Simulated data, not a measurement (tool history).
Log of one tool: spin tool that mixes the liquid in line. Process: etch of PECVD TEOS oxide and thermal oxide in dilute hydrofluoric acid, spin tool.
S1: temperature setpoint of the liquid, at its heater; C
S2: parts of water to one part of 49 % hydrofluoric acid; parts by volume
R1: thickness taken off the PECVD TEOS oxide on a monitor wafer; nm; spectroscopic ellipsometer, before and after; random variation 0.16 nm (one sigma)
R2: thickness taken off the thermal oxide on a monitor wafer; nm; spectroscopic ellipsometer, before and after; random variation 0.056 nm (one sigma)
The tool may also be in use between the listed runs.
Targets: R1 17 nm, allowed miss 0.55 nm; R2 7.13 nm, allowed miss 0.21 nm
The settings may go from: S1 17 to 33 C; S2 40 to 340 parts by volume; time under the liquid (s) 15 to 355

Run 1, hour 0: S1 25 C, S2 190 parts by volume, time under the liquid (s) 180. Result: R1 10.405 nm, R2 4.4083 nm.
Run 2, hour 3.3: S1 25 C, S2 190 parts by volume, time under the liquid (s) 235. Result: R1 13.435 nm, R2 5.708 nm.
Run 3, hour 11.2: S1 26 C, S2 190 parts by volume, time under the liquid (s) 235. Result: R1 14.3 nm, R2 5.9101 nm.
Run 4, hour 14.8: S1 26 C, S2 245 parts by volume, time under the liquid (s) 235. Result: R1 10.289 nm, R2 4.3419 nm.
Run 5, hour 15.4: S1 27 C, S2 235 parts by volume, time under the liquid (s) 235. Result: R1 11.12 nm, R2 4.6635 nm.
Run 6, hour 19.1: S1 27 C, S2 265 parts by volume, time under the liquid (s) 235. Result: R1 9.4986 nm, R2 4.0397 nm.
At hour 22.7: thermometer replaced.
Run 7, hour 22.7: S1 28 C, S2 250 parts by volume, time under the liquid (s) 235. Result: R1 10.191 nm, R2 4.2737 nm.
Run 8, hour 28.8: S1 26.5 C, S2 175 parts by volume, time under the liquid (s) 240. Result: R1 15.537 nm, R2 6.4449 nm.

Which of these 5 next moves meets every target?
Run A, hour 34.9: S1 25 C, S2 200 parts by volume, time under the liquid (s) 355. Result: R1 ?, R2 ?.
Run B, hour 34.9: S1 17 C, S2 155 parts by volume, time under the liquid (s) 355. Result: R1 ?, R2 ?.
Run C, hour 34.9: S1 17 C, S2 115 parts by volume, time under the liquid (s) 255. Result: R1 ?, R2 ?.
Run D, hour 34.9: S1 26 C, S2 145 parts by volume, time under the liquid (s) 215. Result: R1 ?, R2 ?.
Run E, hour 34.9: S1 17 C, S2 150 parts by volume, time under the liquid (s) 340. Result: R1 ?, R2 ?.

move      R1      R2
   A  18.412  7.6298
   B  18.256  7.5651
   C  18.388  7.6198
   D  17.004  7.0463
   E  18.155  7.5233
A: takes the result that was furthest off past its target
B: takes the result that was furthest off past its target
C: takes the result that was furthest off past its target
D: meets every target
E: takes the result that was furthest off past its target
The right move is D.

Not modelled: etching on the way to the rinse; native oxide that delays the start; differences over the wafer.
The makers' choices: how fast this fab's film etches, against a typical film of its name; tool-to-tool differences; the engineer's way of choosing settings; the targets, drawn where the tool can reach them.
